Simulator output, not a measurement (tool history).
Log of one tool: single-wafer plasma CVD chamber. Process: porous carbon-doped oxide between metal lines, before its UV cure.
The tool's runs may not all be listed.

run  hour  heater temperature setpoint (K)  RF power (W)  deposition time (s)  mean film thickness on the monitor wafer (Å)
  1     0                           568.15           455                 12.4                                        666.23
  2   4.2                           574.15           450                 12.4                                        644.23
  3   8.4                           574.15           480                 12.4                                        667.18
  4  11.5                           574.15           455                 12.4                                        648.08
  5  15.1                           574.15           510                 12.4                                        691.01
  6  21.7                           574.15           540                 12.4                                        712.43
  7  30.4                           579.15           510                 12.3                                        669.16
  8  32.1                           582.15           490                 12.3                                        644.66

Run 9 comes next. What will it give?
  9  39.5                           592.15           430                 12.2                                             ?

Run 9 gave mean film thickness on the monitor wafer (Å) 567.61.
